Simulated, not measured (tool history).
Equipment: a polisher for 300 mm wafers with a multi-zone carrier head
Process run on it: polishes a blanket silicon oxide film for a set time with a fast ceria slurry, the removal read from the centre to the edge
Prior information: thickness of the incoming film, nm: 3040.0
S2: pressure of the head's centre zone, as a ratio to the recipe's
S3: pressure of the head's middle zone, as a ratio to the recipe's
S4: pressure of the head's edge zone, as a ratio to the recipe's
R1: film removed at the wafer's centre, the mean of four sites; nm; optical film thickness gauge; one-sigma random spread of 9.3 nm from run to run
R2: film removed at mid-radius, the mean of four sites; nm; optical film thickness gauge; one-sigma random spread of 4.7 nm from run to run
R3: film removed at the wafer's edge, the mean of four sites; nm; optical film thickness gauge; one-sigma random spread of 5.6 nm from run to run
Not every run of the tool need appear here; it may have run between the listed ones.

run 1 hour=0 | flow_of_slurry_(ml/min)=135 S2=1 S3=1 S4=1 polishing_time_(s)=67 | R1=976.69 R2=978.34 R3=954.28
run 2 hour=0.6 | flow_of_slurry_(ml/min)=130 S2=1.02 S3=0.98 S4=0.95 polishing_time_(s)=60 | R1=866.97 R2=850.12 R3=849.88
run 3 hour=2.3 | flow_of_slurry_(ml/min)=135 S2=1.07 S3=0.99 S4=0.92 polishing_time_(s)=53 | R1=794.18 R2=766 R3=735.53
run 4 hour=5.6 | flow_of_slurry_(ml/min)=130 S2=1.1 S3=0.98 S4=0.89 polishing_time_(s)=51 | R1=800.39 R2=716.88 R3=696.75
-- hour=12.2 worn pad replaced by a new one
run 5 hour=12.2 | flow_of_slurry_(ml/min)=110 S2=1.1 S3=0.98 S4=0.89 polishing_time_(s)=51 | R1=851.15 R2=777.85 R3=771.55
run 6 hour=14.3 | flow_of_slurry_(ml/min)=85 S2=1.1 S3=0.98 S4=0.89 polishing_time_(s)=51 | R1=768.27 R2=719.14 R3=722.39
run 7 hour=15.4 | flow_of_slurry_(ml/min)=100 S2=1.11 S3=0.98 S4=0.88 polishing_time_(s)=48 | R1=790.26 R2=705.29 R3=700.7

Predict the results of run 8:
run 8 hour=20 | flow_of_slurry_(ml/min)=95 S2=1.12 S3=0.98 S4=0.81 polishing_time_(s)=40 | R1=? R2=? R3=?

R1: 654.36 nm
R2: 588.51 nm
R3: 558.14 nm
